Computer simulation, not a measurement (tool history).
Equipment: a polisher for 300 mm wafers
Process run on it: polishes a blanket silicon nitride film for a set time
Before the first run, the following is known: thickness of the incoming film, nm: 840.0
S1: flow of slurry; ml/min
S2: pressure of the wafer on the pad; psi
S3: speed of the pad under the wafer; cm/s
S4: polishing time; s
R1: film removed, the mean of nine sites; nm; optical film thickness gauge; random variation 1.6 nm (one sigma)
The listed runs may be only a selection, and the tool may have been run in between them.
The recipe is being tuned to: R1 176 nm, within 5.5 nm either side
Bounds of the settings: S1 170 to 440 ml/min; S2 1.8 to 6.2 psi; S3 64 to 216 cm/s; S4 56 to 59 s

run,day,S1,S2,S3,S4,R1
1,0,280,4,140,56,140.1
2,0.292,280,3.1,140,56,110.76
3,0.621,280,3.1,126,56,104.3
4,0.8,280,3.1,100,56,93.872
5,0.888,280,3.5,100,56,103.92
6,0.962,280,3.8,100,56,111.22
# day 1.188: head pressure recalibrated
7,1.188,280,4.1,100,56,132.95
8,1.467,280,4.2,100,56,134.69
9,1.804,280,4.3,100,56,137.72
10,1.858,280,4.4,100,56,141.73

5 candidate next runs follow, results not yet known. Just one meets every target within its allowed miss. Identify it.
A,1.912,280,5.6,114,59,?
B,1.912,280,4.6,128,59,?
C,1.912,275,4.9,96,59,?
D,1.912,420,4.8,122,59,?
E,1.912,285,5.4,74,57,?

move,R1
A,200.48
B,175.91
C,161.08
D,184.91
E,152.31
A: takes the result that was furthest off past its target
B: meets every target
C: moves toward the targets from the last run without getting all of them in spec
D: takes the result that was furthest off past its target
E: moves toward the targets from the last run without getting all of them in spec
The right move is B.
